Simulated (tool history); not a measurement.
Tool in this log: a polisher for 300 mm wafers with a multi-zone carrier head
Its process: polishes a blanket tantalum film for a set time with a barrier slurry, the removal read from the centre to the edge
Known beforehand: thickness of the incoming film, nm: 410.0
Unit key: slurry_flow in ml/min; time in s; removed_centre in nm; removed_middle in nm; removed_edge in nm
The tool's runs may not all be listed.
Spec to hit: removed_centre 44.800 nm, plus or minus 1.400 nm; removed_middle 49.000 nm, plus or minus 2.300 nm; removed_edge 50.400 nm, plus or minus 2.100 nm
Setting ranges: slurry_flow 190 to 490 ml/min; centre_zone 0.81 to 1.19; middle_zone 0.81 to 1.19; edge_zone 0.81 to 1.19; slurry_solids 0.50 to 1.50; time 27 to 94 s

| run | day | slurry_flow | centre_zone | middle_zone | edge_zone | slurry_solids | time | removed_centre | removed_middle | removed_edge |
|---|---|---|---|---|---|---|---|---|---|---|
| 1 | 0.000 | 315 | 1.00 | 1.00 | 1.00 | 1.00 | 60 | 56.356 | 57.001 | 54.646 |
| 2 | 0.079 | 310 | 0.97 | 0.98 | 0.99 | 0.95 | 60 | 54.314 | 54.709 | 54.834 |
| 3 | 0.429 | 310 | 0.95 | 0.98 | 0.98 | 0.90 | 60 | 50.822 | 53.083 | 53.127 |
| 4 | 0.679 | 310 | 0.95 | 0.98 | 0.98 | 0.90 | 71 | 60.602 | 62.327 | 62.283 |
| 5 | 0.967 | 310 | 0.95 | 0.98 | 0.98 | 0.75 | 71 | 54.402 | 56.790 | 55.062 |
| 6 | 1.017 | 310 | 0.95 | 0.98 | 1.05 | 0.75 | 71 | 54.569 | 55.108 | 58.160 |
| 7 | 1.375 | 310 | 0.94 | 0.98 | 1.04 | 0.70 | 71 | 50.860 | 53.643 | 55.076 |
| 8 | 1.492 | 310 | 0.93 | 0.98 | 1.03 | 0.70 | 71 | 50.662 | 52.801 | 53.663 |
| 9 | 1.842 | 310 | 0.92 | 0.98 | 1.03 | 0.70 | 71 | 49.851 | 55.226 | 53.374 |
| 10 | 2.050 | 310 | 0.91 | 0.97 | 1.03 | 0.70 | 71 | 49.741 | 53.670 | 53.857 |
| 11 | 2.158 | 310 | 0.90 | 0.96 | 1.03 | 0.70 | 71 | 48.784 | 52.294 | 53.938 |
| 12 | 2.325 | 310 | 0.89 | 0.95 | 1.02 | 0.70 | 71 | 49.075 | 53.503 | 54.492 |
| 13 | 2.367 | 295 | 0.87 | 0.93 | 1.01 | 0.50 | 69 | 30.393 | 33.794 | 33.698 |
| 14 | 2.675 | 330 | 0.88 | 0.94 | 1.03 | 0.50 | 69 | 30.803 | 34.534 | 35.619 |
| 15 | 2.850 | 335 | 0.91 | 0.98 | 1.06 | 0.50 | 68 | 31.869 | 34.590 | 35.198 |
| 16 | 2.896 | 325 | 0.91 | 1.00 | 1.08 | 0.55 | 68 | 36.677 | 40.990 | 42.226 |
| 17 | 3.192 | 305 | 0.92 | 1.02 | 1.09 | 0.55 | 68 | 36.759 | 42.094 | 39.969 |
| 18 | 3.562 | 320 | 0.93 | 1.03 | 1.11 | 0.55 | 68 | 38.443 | 41.889 | 42.096 |
| 19 | 3.646 | 330 | 0.93 | 1.04 | 1.12 | 0.55 | 68 | 37.578 | 41.665 | 42.118 |
| 20 | 3.775 | 340 | 0.97 | 1.06 | 1.17 | 0.80 | 71 | 58.970 | 62.478 | 64.199 |
| 21 | 3.958 | 340 | 0.95 | 1.04 | 1.14 | 0.80 | 71 | 57.140 | 62.783 | 61.471 |
| 22 | 4.071 | 350 | 0.93 | 1.01 | 1.11 | 0.80 | 71 | 56.597 | 62.044 | 60.761 |
| 23 | 4.100 | 350 | 0.92 | 0.99 | 1.09 | 0.80 | 71 | 55.905 | 61.703 | 60.818 |
| 24 | 4.358 | 350 | 0.92 | 0.99 | 1.09 | 0.80 | 71 | 56.101 | 61.337 | 61.933 |
| 25 | 4.550 | 355 | 0.91 | 0.97 | 1.06 | 0.80 | 71 | 54.841 | 59.383 | 61.051 |
| 26 | 4.646 | 360 | 0.90 | 0.96 | 1.03 | 0.80 | 71 | 55.136 | 59.034 | 59.369 |
| 27 | 4.688 | 325 | 0.81 | 0.88 | 0.99 | 0.55 | 68 | 33.088 | 37.456 | 39.037 |
| 28 | 5.017 | 325 | 0.83 | 0.90 | 1.00 | 0.60 | 68 | 37.803 | 41.913 | 43.508 |
| 29 | 5.112 | 325 | 0.83 | 0.90 | 1.00 | 0.60 | 68 | 37.603 | 43.033 | 43.475 |

Of the 5 settings listed for the next run, only one would bring every result within its allowed miss of target. Which one?
| A | 5.208 | 300 | 0.98 | 1.12 | 0.81 | 0.60 | 64 | ? | ? | ? |
| B | 5.208 | 280 | 1.08 | 1.09 | 0.84 | 0.65 | 55 | ? | ? | ? |
| C | 5.208 | 300 | 0.81 | 0.96 | 1.01 | 0.60 | 61 | ? | ? | ? |
| D | 5.208 | 315 | 0.99 | 1.19 | 0.81 | 0.65 | 64 | ? | ? | ? |
| E | 5.208 | 340 | 0.89 | 0.95 | 1.05 | 0.70 | 66 | ? | ? | ? |

| move | removed_centre | removed_middle | removed_edge |
|---|---|---|---|
| A | 41.148 | 47.079 | 37.555 |
| B | 42.014 | 42.727 | 35.432 |
| C | 32.331 | 40.095 | 39.694 |
| D | 45.382 | 53.750 | 40.884 |
| E | 45.100 | 50.399 | 51.130 |
A: further off than the last run
B: further off than the last run
C: further off than the last run
D: meets the target for the result that was furthest off, but another lies outside its allowed miss
E: every result lands within tolerance
E meets every target.
